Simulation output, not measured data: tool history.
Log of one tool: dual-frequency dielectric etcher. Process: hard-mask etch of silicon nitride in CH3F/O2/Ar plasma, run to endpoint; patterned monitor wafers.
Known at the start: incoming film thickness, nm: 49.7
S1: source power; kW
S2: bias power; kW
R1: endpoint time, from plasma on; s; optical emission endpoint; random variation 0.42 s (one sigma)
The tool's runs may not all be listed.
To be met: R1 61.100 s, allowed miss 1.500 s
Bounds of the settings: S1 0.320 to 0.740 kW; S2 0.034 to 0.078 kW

run  hour     S1     S2      R1
  1   0.0  0.530  0.056  69.468
  2   7.9  0.460  0.056  74.540
  3  13.2  0.500  0.056  70.934
  4  15.5  0.500  0.066  68.346
  5  22.3  0.460  0.066  71.645
  6  25.8  0.480  0.067  69.225
  7  27.6  0.500  0.068  66.492
  8  33.3  0.510  0.068  66.552
  9  41.4  0.520  0.068  66.098
 10  48.5  0.530  0.068  65.666
 11  49.3  0.540  0.068  64.338
 12  51.3  0.550  0.068  65.182
 13  58.0  0.640  0.073  58.682
 14  59.5  0.630  0.073  58.467
 15  68.4  0.620  0.073  59.148

Which of these 5 next moves meets every target?
  A  77.3  0.670  0.067   ?
  B  77.3  0.600  0.072   ?
  C  77.3  0.650  0.072   ?
  D  77.3  0.660  0.075   ?
  E  77.3  0.640  0.078   ?

move      R1
   A  58.862
   B  60.701
   C  58.444
   D  57.317
   E  57.454
A: further off than the last run
B: meets every target
C: further off than the last run
D: further off than the last run
E: further off than the last run
The right move is B.
